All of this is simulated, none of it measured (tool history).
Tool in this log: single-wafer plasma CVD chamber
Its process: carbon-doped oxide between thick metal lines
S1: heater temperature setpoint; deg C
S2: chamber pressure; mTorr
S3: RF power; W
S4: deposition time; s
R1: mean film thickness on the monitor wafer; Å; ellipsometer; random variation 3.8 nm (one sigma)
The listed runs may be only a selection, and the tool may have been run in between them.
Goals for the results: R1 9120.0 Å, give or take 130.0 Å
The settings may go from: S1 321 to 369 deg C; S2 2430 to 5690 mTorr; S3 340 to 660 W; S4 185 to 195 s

{"run": 1, "hour": 0.0, "S1": 345, "S2": 4060, "S3": 500, "S4": 195, "R1": 10016.0}
{"run": 2, "hour": 5.1, "S1": 346, "S2": 3960, "S3": 500, "S4": 195, "R1": 9966.2}
{"run": 3, "hour": 12.4, "S1": 357, "S2": 3960, "S3": 500, "S4": 195, "R1": 9701.3}
{"run": 4, "hour": 14.7, "S1": 357, "S2": 3960, "S3": 560, "S4": 195, "R1": 10511.0}
{"run": 5, "hour": 17.4, "S1": 358, "S2": 3860, "S3": 555, "S4": 195, "R1": 10387.0}
{"run": 6, "hour": 19.4, "S1": 358, "S2": 3860, "S3": 500, "S4": 195, "R1": 9683.0}
{"run": 7, "hour": 26.9, "S1": 358, "S2": 3790, "S3": 500, "S4": 195, "R1": 9632.1}
{"run": 8, "hour": 33.0, "S1": 359, "S2": 3720, "S3": 500, "S4": 195, "R1": 9560.7}
{"run": 9, "hour": 38.7, "S1": 359, "S2": 3660, "S3": 500, "S4": 195, "R1": 9591.0}
{"run": 10, "hour": 41.3, "S1": 359, "S2": 3610, "S3": 500, "S4": 195, "R1": 9572.7}
{"run": 11, "hour": 47.6, "S1": 359, "S2": 3560, "S3": 500, "S4": 195, "R1": 9571.5}
{"run": 12, "hour": 54.2, "S1": 360, "S2": 3520, "S3": 500, "S4": 195, "R1": 9508.6}
{"run": 13, "hour": 60.9, "S1": 360, "S2": 3470, "S3": 500, "S4": 195, "R1": 9438.3}

Which one of the following 5 next-run settings gets every result inside its allowed miss? There is exactly one.
{"run": "A", "hour": 67.6, "S1": 358, "S2": 3090, "S3": 495, "S4": 185, "R1": "?"}
{"run": "B", "hour": 67.6, "S1": 348, "S2": 3810, "S3": 530, "S4": 186, "R1": "?"}
{"run": "C", "hour": 67.6, "S1": 359, "S2": 4180, "S3": 455, "S4": 190, "R1": "?"}
{"run": "D", "hour": 67.6, "S1": 361, "S2": 3480, "S3": 485, "S4": 186, "R1": "?"}
{"run": "E", "hour": 67.6, "S1": 369, "S2": 2990, "S3": 540, "S4": 185, "R1": "?"}

move=A R1=8857.9
move=B R1=9769.0
move=C R1=8812.4
move=D R1=8816.8
move=E R1=9146.7
A: takes the biggest miss from the last run beyond its target
B: further off than the last run
C: takes the biggest miss from the last run beyond its target
D: takes the biggest miss from the last run beyond its target
E: every result within its allowed miss
Answer: E
